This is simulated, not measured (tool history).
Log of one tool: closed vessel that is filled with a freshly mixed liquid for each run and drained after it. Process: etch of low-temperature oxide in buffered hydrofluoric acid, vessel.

run  hour  temperature setpoint of the liquid (K)  parts of 40 % ammonium fluoride to one part of 49 % hydrofluoric acid (parts by volume)  time in the liquid (s)  thickness taken off the low-temperature oxide on a monitor wafer (nm)
  1   0.0                                  296.15                                                                                     17.5                      85                                                                 335.39
  2   2.9                                  296.15                                                                                     19.5                      85                                                                 304.77
  3   5.8                                  296.15                                                                                     19.5                      85                                                                 305.02
  4  11.2                                  295.15                                                                                     19.5                      85                                                                 290.87
  5  12.2                                  294.65                                                                                     19.5                      85                                                                 281.70
  6  20.0                                  294.65                                                                                     19.5                      85                                                                 279.90
  7  22.5                                  294.15                                                                                     19.5                      85                                                                 270.53
  8  30.5                                  293.65                                                                                     19.5                      85                                                                 265.44
  9  38.7                                  293.15                                                                                     19.5                      85                                                                 257.27

Run 10 comes next. What will it give?
 10  40.6                                  292.65                                                                                     19.5                      85                                                                      ?

thickness taken off the low-temperature oxide on a monitor wafer (nm): 251.94
